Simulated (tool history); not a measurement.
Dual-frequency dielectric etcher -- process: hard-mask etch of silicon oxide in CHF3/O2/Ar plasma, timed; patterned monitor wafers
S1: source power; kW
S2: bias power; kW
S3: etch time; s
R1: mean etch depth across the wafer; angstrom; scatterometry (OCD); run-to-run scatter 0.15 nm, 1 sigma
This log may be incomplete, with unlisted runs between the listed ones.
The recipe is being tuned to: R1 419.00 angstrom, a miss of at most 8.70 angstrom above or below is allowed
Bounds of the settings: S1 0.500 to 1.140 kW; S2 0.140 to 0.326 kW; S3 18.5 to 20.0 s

Run 1, hour 0.0: S1 0.820 kW, S2 0.233 kW, S3 20.0 s. Result: R1 486.35 angstrom.
Run 2, hour 1.1: S1 0.680 kW, S2 0.233 kW, S3 20.0 s. Result: R1 445.88 angstrom.
Run 3, hour 3.6: S1 0.680 kW, S2 0.265 kW, S3 20.0 s. Result: R1 467.57 angstrom.
Run 4, hour 5.4: S1 0.680 kW, S2 0.265 kW, S3 20.0 s. Result: R1 465.81 angstrom.
Run 5, hour 8.3: S1 0.680 kW, S2 0.265 kW, S3 18.5 s. Result: R1 432.40 angstrom.
Run 6, hour 9.6: S1 0.680 kW, S2 0.265 kW, S3 20.0 s. Result: R1 467.88 angstrom.
Run 7, hour 11.2: S1 0.520 kW, S2 0.236 kW, S3 20.0 s. Result: R1 397.77 angstrom.
Run 8, hour 17.4: S1 0.530 kW, S2 0.237 kW, S3 20.0 s. Result: R1 404.24 angstrom.
Run 9, hour 24.0: S1 0.540 kW, S2 0.237 kW, S3 20.0 s. Result: R1 403.50 angstrom.
Run 10, hour 32.5: S1 0.550 kW, S2 0.237 kW, S3 20.0 s. Result: R1 407.84 angstrom.

Next run, 5 choices. One meets every target within its allowed miss, the rest don't. Which?
Run A, hour 41.0: S1 0.570 kW, S2 0.202 kW, S3 19.5 s. Result: R1 ?.
Run B, hour 41.0: S1 0.580 kW, S2 0.304 kW, S3 18.5 s. Result: R1 ?.
Run C, hour 41.0: S1 0.510 kW, S2 0.249 kW, S3 20.0 s. Result: R1 ?.
Run D, hour 41.0: S1 0.550 kW, S2 0.239 kW, S3 19.5 s. Result: R1 ?.
Run E, hour 41.0: S1 0.520 kW, S2 0.264 kW, S3 19.5 s. Result: R1 ?.

move      R1
   A  383.08
   B  420.16
   C  399.64
   D  398.10
   E  401.13
A: misses by more than the last run did
B: all results in spec
C: misses by more than the last run did
D: misses by more than the last run did
E: misses by more than the last run did
The move that meets every target is B.

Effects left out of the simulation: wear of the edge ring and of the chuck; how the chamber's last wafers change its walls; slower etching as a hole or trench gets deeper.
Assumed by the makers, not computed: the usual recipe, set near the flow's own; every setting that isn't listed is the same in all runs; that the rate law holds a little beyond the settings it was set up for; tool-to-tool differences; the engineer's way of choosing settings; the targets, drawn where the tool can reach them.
